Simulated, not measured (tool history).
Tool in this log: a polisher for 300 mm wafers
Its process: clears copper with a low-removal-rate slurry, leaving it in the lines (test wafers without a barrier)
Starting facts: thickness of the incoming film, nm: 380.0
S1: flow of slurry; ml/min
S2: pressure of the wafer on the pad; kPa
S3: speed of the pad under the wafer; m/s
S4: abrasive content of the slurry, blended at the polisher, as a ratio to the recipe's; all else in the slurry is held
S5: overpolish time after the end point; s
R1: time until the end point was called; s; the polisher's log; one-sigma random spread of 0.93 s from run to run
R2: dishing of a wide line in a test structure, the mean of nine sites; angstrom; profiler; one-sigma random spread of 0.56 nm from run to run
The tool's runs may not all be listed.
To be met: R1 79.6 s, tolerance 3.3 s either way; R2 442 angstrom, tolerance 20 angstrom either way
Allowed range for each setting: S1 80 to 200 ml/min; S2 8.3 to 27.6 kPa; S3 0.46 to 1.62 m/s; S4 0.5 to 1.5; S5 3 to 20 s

run,hour,S1,S2,S3,S4,S5,R1,R2
1,0,130,17.9,1.04,1,10,142.55,188.27
2,7.9,130,17.9,1.04,1,14,140.22,254.43
3,9.1,130,17.9,1.04,1,11,144.83,203.35
4,9.8,130,17.9,1.04,1,14,141.83,258.68
5,15.1,120,17.9,1.04,1,14,145.2,244.71
6,20.3,140,20.7,1.04,1,14,123.32,278.37
7,26.4,140,22.8,1.08,1,15,112.43,330.04
8,32.1,150,24.1,1.12,1,15,104.25,359.95
9,39.3,150,25.5,1.18,1,15,92.958,394.75
10,45.8,150,26.2,1.2,1,15,89.735,401.52
11,54.5,150,26.9,1.22,1,15,86.217,419.99
12,60.3,150,26.9,1.24,1,15,84.952,416.13
13,63.4,155,26.9,1.26,1,15,85.233,433.21
14,67.5,155,26.9,1.26,1,15,84.601,424.03

Which one of the following 4 next-run settings gets every result inside its allowed miss? There is exactly one.
A,71.6,165,26.9,1.12,1.05,19,?,?
B,71.6,160,24.1,1.2,1.05,19,?,?
C,71.6,150,25.5,1.18,1,15,?,?
D,71.6,165,27.6,1.32,0.85,15,?,?

move,R1,R2
A,91.798,485.75
B,94.023,473.51
C,93.591,393.43
D,80.516,447.08
A: moves away from the targets compared with the last run
B: moves away from the targets compared with the last run
C: moves away from the targets compared with the last run
D: each result inside its tolerance
So the answer is move D, the one that meets all the targets.
